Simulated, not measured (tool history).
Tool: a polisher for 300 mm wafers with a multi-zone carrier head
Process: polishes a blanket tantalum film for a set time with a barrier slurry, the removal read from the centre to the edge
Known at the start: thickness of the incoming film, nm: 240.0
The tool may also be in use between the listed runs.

run  hour  flow of slurry (ml/min)  pressure of the head's centre zone  pressure of the head's middle zone  pressure of the head's edge zone  abrasive content of the slurry  polishing time (s)  film removed at the wafer's centre (angstrom)  film removed at mid-radius (angstrom)  film removed at the wafer's edge (angstrom)
  1     0                      305                                   1                                   1                                 1                               1                  66                                         792.25                                 778.08                                       780.51
  2   3.5                      305                                   1                                   1                              0.94                               1                  66                                         788.22                                 777.37                                       759.06
  3   4.4                      300                                0.98                                   1                              0.92                               1                  66                                         767.19                                 759.88                                       743.89
  4   7.7                      300                                0.98                                   1                              0.92                               1                  74                                         865.26                                 879.51                                       840.57
  5    14                      300                                0.98                                   1                              0.92                               1                  83                                         973.45                                 970.06                                       947.12
  6    22                      295                                0.96                                   1                              0.91                             0.9                  82                                         900.33                                 912.25                                       889.09
  7  28.6                      290                                0.94                                   1                               0.9                            0.85                  82                                         855.77                                 883.65                                       871.11
  8  33.1                      290                                0.93                                1.01                              0.89                             0.8                  81                                         807.06                                 859.23                                       833.15
  9  35.7                      290                                0.92                                1.01                              0.88                            0.75                  81                                         788.62                                 853.01                                       801.13
 10    40                      290                                0.92                                1.01                              0.88                            0.75                  81                                         780.14                                 839.85                                       807.53
 11    42                      290                                0.91                                1.01                              0.87                             0.7                  81                                         752.09                                 826.61                                        772.1
 12  46.2                      290                                 0.9                                   1                              0.86                             0.7                  81                                         745.74                                 818.87                                        766.8
 13  52.5                      265                                0.82                                0.96                              0.81                             0.5                  80                                         533.94                                 625.29                                       593.74
 14  60.4                      350                                0.87                                1.01                              0.91                             0.5                  78                                         580.24                                 660.12                                       630.92
     64.8  -- edge zone pressure recalibrated
 15  64.8                      345                                0.88                                1.02                              0.92                             0.5                  78                                         577.45                                 670.88                                       663.96
 16    70                      345                                0.89                                1.03                              0.92                             0.5                  78                                         595.56                                 664.79                                       650.86
 17  70.8                      345                                0.89                                1.03                              0.92                             0.5                  78                                         591.91                                 675.73                                       651.37
 18  72.9                      345                                 0.9                                1.04                              0.93                             0.5                  78                                          605.1                                 676.46                                        654.2
 19  75.5                      345                                 0.9                                1.05                              0.94                             0.5                  78                                         599.95                                 692.15                                       654.57
 20  77.8                      345                                0.91                                1.05                              0.95                             0.5                  78                                         600.92                                 674.78                                       661.45
 21  79.3                      345                                0.92                                1.06                              0.95                             0.5                  78                                         612.31                                  684.7                                       662.87
 22  80.3                      345                                0.92                                1.07                              0.96                             0.5                  78                                         619.39                                 698.19                                       659.97
 23  87.3                      345                                0.92                                1.07                              0.97                             0.5                  78                                         598.22                                 686.55                                       670.57

Run 24 comes next. What will it give?
 24  89.4                      345                                0.93                                1.08                              0.97                             0.5                  78                                              ?                                      ?                                            ?

Run 24 gave film removed at the wafer's centre (angstrom) 612.26, film removed at mid-radius (angstrom) 689.3, film removed at the wafer's edge (angstrom) 673.72.
